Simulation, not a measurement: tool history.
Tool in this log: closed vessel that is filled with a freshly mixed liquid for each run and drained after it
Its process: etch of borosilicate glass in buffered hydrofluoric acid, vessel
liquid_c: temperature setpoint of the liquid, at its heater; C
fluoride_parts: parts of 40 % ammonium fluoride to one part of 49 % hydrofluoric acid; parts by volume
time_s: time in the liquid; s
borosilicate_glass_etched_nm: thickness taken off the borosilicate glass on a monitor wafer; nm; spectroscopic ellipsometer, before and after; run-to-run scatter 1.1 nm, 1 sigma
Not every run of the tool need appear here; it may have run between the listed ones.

run	hour	liquid_c	fluoride_parts	time_s	borosilicate_glass_etched_nm
1	0.0	24.0	14	90	89.039
2	6.6	24.5	14	90	90.790
3	9.3	24.5	14	100	102.620
4	12.9	24.5	17	100	82.482
5	16.8	25.0	17	100	84.712
6	23.6	25.0	17	90	76.764

Run 7 has not been measured yet. What should we expect?
7	28.1	25.5	17	90	?

borosilicate_glass_etched_nm: 78.498 nm
